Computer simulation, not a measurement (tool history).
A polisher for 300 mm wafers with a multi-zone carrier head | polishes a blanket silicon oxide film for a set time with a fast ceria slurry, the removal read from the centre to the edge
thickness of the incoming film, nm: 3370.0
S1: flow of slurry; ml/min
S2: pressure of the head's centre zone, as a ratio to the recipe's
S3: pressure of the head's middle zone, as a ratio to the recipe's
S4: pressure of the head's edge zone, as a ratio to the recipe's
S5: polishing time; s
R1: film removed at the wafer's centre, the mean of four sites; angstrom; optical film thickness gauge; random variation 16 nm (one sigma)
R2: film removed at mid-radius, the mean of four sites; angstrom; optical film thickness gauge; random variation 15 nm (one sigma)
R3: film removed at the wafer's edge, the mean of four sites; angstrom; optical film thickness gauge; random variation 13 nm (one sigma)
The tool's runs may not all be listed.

| run | hour | S1 | S2 | S3 | S4 | S5 | R1 | R2 | R3 |
|---|---|---|---|---|---|---|---|---|---|
| 1 | 0 | 245 | 1 | 1 | 1 | 55 | 9620.2 | 9455.9 | 9372.5 |
| 2 | 0.7 | 245 | 1 | 0.97 | 1 | 55 | 9406.7 | 9379.4 | 9390.2 |
| 3 | 1.7 | 250 | 0.98 | 0.98 | 1.02 | 59 | 10180 | 10041 | 10200 |
| 4 | 4.2 | 225 | 0.98 | 0.98 | 1.02 | 59 | 9787.8 | 9719.7 | 10158 |
| 5 | 10 | 225 | 0.98 | 0.91 | 1.02 | 59 | 9510.3 | 9125 | 10202 |
| 6 | 14.5 | 195 | 0.98 | 0.91 | 1.02 | 59 | 9719.7 | 8956.4 | 9909.5 |
| 7 | 16.2 | 220 | 0.98 | 0.95 | 1.05 | 61 | 9887.2 | 9876.1 | 10549 |
| 8 | 17.4 | 235 | 0.99 | 0.96 | 1.07 | 63 | 10761 | 10300 | 11113 |
| 9 | 22.1 | 250 | 0.97 | 0.98 | 1.09 | 65 | 10681 | 10968 | 11521 |
| 10 | 30.5 | 250 | 0.97 | 0.98 | 1.09 | 65 | 11056 | 10996 | 11631 |

The next listed run, before its measurement:
| 11 | 35 | 260 | 0.95 | 1 | 1.1 | 66 | ? | ? | ? |

R1: 10772 angstrom
R2: 11341 angstrom
R3: 11797 angstrom
